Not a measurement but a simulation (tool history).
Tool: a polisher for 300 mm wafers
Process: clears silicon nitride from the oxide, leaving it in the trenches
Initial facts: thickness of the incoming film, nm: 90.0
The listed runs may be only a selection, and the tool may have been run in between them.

run    day  flow of slurry (ml/min)  pressure of the wafer on the pad (kPa)  speed of the pad under the wafer (m/s)  overpolish time after the end point (s)  time until the end point was called (s)
  1      0                      290                                    15.9                                    1.08                                       39                                   87.407
  2  0.171                      290                                    13.8                                    1.08                                       39                                   96.226
  3  0.433                      290                                    12.4                                       1                                       39                                   112.84
  4   0.55                      290                                       9                                       1                                       39                                   137.34
  5  0.879                      290                                       9                                       1                                       39                                   137.35
  6    1.2                      290                                    13.1                                       1                                       39                                   106.16
  7  1.488                      285                                    11.7                                    0.94                                       39                                   123.74

Estimate the outcome of run 8 from the log above:
  8  1.821                      285                                      11                                     0.9                                       39                                        ?

{"run 8": {"time until the end point was called (s)": 131.85}}
